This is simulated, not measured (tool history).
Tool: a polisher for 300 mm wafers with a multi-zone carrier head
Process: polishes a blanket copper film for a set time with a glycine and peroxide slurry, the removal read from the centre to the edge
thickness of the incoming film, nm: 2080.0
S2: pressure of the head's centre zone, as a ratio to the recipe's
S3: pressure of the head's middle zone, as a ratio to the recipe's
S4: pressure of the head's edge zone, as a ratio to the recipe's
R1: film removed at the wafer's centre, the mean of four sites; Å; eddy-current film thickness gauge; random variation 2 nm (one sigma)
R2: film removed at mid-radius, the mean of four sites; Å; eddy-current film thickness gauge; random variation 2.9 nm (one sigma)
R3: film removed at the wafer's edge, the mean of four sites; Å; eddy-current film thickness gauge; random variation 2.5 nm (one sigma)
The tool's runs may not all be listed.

run 1 hour=0.0 | flow_of_slurry_(ml/min)=175 S2=1.00 S3=1.00 S4=1.00 polishing_time_(s)=56 | R1=2905.8 R2=2862.6 R3=2941.6
run 2 hour=9.0 | flow_of_slurry_(ml/min)=175 S2=1.00 S3=1.00 S4=1.00 polishing_time_(s)=44 | R1=2256.5 R2=2292.5 R3=2341.0
run 3 hour=16.8 | flow_of_slurry_(ml/min)=175 S2=1.00 S3=1.00 S4=0.94 polishing_time_(s)=44 | R1=2267.5 R2=2298.9 R3=2252.7
run 4 hour=25.8 | flow_of_slurry_(ml/min)=205 S2=1.00 S3=1.00 S4=0.94 polishing_time_(s)=44 | R1=2328.6 R2=2361.7 R3=2284.9
run 5 hour=31.3 | flow_of_slurry_(ml/min)=215 S2=1.03 S3=1.04 S4=0.96 polishing_time_(s)=45 | R1=2424.8 R2=2508.5 R3=2383.1
run 6 hour=32.0 | flow_of_slurry_(ml/min)=225 S2=1.06 S3=1.06 S4=0.96 polishing_time_(s)=46 | R1=2548.7 R2=2603.2 R3=2422.1

Run 7 comes next. What will it give?
run 7 hour=37.9 | flow_of_slurry_(ml/min)=230 S2=1.07 S3=1.08 S4=0.96 polishing_time_(s)=46 | R1=? R2=? R3=?

{"run 7": {"R1": 2599.3, "R2": 2640.1, "R3": 2436.2}}

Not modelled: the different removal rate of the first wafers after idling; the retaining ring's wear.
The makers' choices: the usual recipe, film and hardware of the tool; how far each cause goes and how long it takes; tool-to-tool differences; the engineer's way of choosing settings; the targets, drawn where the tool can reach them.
